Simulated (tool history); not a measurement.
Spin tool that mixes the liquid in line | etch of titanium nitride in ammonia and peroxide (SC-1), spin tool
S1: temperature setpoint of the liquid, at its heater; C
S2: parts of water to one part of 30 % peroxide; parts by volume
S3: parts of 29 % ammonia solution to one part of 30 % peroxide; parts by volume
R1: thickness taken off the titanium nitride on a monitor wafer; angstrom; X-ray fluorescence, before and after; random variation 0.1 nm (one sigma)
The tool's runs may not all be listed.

Run 1, hour 0: S1 52 C, S2 7 parts by volume, S3 0.6 parts by volume, time under the liquid (s) 90. Result: R1 74.52 angstrom.
Run 2, hour 4.4: S1 52 C, S2 7 parts by volume, S3 0.5 parts by volume, time under the liquid (s) 90. Result: R1 73.06 angstrom.
Run 3, hour 13.1: S1 53.5 C, S2 7 parts by volume, S3 0.5 parts by volume, time under the liquid (s) 90. Result: R1 82.212 angstrom.
Run 4, hour 13.9: S1 54.5 C, S2 7 parts by volume, S3 0.5 parts by volume, time under the liquid (s) 90. Result: R1 86.505 angstrom.
Run 5, hour 16.6: S1 54.5 C, S2 7 parts by volume, S3 0.3 parts by volume, time under the liquid (s) 90. Result: R1 80.343 angstrom.
Run 6, hour 20.3: S1 56 C, S2 7 parts by volume, S3 0.3 parts by volume, time under the liquid (s) 90. Result: R1 87.472 angstrom.
Run 7, hour 28.7: S1 57 C, S2 7 parts by volume, S3 0.3 parts by volume, time under the liquid (s) 90. Result: R1 93.212 angstrom.
Run 8, hour 32.9: S1 58 C, S2 7 parts by volume, S3 0.3 parts by volume, time under the liquid (s) 90. Result: R1 99.275 angstrom.

Forecast run 9:
Run 9, hour 38.7: S1 59 C, S2 7 parts by volume, S3 0.3 parts by volume, time under the liquid (s) 90. Result: R1 ?.

{"run 9": {"R1": 105.55}}

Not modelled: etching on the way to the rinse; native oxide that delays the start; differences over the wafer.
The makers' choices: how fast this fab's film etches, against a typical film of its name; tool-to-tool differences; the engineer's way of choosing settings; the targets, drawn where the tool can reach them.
